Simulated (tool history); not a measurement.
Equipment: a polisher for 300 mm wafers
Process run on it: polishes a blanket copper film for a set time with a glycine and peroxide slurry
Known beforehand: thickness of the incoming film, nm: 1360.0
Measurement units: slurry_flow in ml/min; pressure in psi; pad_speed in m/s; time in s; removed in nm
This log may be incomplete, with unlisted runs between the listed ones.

| run | hour | slurry_flow | pressure | pad_speed | time | removed |
|---|---|---|---|---|---|---|
| 1 | 0.0 | 125 | 1.9 | 1.06 | 57 | 201.31 |
| 2 | 5.6 | 155 | 1.9 | 1.06 | 57 | 214.01 |
| 3 | 10.3 | 155 | 1.9 | 1.06 | 51 | 187.13 |
| 4 | 14.9 | 155 | 2.0 | 1.06 | 51 | 196.51 |
| 5 | 22.8 | 185 | 2.0 | 1.06 | 51 | 199.85 |
| 6 | 24.3 | 185 | 2.1 | 1.06 | 51 | 200.10 |

Run 7 has not been measured yet. What should we expect?
| 7 | 25.6 | 185 | 2.1 | 1.06 | 51 | ? |

{"run 7": {"removed": 205.3}}

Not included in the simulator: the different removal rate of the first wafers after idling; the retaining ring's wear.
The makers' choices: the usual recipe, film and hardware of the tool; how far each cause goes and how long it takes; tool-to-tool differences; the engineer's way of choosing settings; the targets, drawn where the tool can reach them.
